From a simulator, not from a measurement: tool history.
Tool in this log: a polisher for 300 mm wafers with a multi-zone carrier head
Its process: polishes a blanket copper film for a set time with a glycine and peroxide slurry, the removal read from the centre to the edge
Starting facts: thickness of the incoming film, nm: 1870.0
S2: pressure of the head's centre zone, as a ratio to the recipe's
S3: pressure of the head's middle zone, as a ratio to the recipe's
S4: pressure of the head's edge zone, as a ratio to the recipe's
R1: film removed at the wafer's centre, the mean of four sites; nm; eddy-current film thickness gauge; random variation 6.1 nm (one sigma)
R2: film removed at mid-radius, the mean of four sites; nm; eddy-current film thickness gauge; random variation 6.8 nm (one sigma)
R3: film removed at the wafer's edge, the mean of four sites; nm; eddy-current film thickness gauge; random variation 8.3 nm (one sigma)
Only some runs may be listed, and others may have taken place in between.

run 1 hour=0.0 | flow_of_slurry_(ml/min)=280 S2=1.00 S3=1.00 S4=1.00 polishing_time_(s)=79 | R1=541.02 R2=522.05 R3=525.32
run 2 hour=5.3 | flow_of_slurry_(ml/min)=280 S2=1.01 S3=0.96 S4=1.06 polishing_time_(s)=83 | R1=580.32 R2=525.97 R3=574.56
run 3 hour=6.9 | flow_of_slurry_(ml/min)=285 S2=1.01 S3=0.95 S4=1.10 polishing_time_(s)=85 | R1=590.97 R2=535.62 R3=601.60
run 4 hour=15.1 | flow_of_slurry_(ml/min)=290 S2=1.02 S3=0.93 S4=1.13 polishing_time_(s)=87 | R1=592.29 R2=552.04 R3=620.28
run 5 hour=19.5 | flow_of_slurry_(ml/min)=290 S2=1.02 S3=0.93 S4=1.19 polishing_time_(s)=87 | R1=608.41 R2=544.69 R3=656.25
run 6 hour=23.5 | flow_of_slurry_(ml/min)=290 S2=1.02 S3=0.93 S4=1.19 polishing_time_(s)=80 | R1=558.36 R2=506.88 R3=579.22

Predict the results of run 7:
run 7 hour=26.2 | flow_of_slurry_(ml/min)=285 S2=1.03 S3=0.91 S4=1.19 polishing_time_(s)=84 | R1=? R2=? R3=?

R1: 589.09 nm
R2: 506.96 nm
R3: 611.35 nm
